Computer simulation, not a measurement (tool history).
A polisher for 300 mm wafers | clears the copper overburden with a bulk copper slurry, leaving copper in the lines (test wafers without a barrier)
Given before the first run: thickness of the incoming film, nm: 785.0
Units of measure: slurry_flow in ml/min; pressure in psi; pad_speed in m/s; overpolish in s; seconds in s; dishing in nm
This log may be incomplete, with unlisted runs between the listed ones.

run    day  slurry_flow  pressure  pad_speed  slurry_solids  overpolish  seconds  dishing
  1  0.000          160       2.4       1.36            1.0          21   90.069   39.500
  2  0.354          160       2.4       1.36            1.0          17   90.872   39.518
  3  0.625          160       2.3       1.34            1.0          18   97.604   39.677
  4  0.962          160       2.3       1.34            1.0           9   95.312   32.364
  5  1.150          160       2.8       1.34            1.0           9   80.610   35.153
  6  1.254          160       2.6       1.32            1.0          12   87.114   36.862

Run 7 comes next. What will it give?
  7  1.467          160       2.6       1.32            1.0          12        ?        ?

Run 7 produced seconds 86.698 s, dishing 37.469 nm.

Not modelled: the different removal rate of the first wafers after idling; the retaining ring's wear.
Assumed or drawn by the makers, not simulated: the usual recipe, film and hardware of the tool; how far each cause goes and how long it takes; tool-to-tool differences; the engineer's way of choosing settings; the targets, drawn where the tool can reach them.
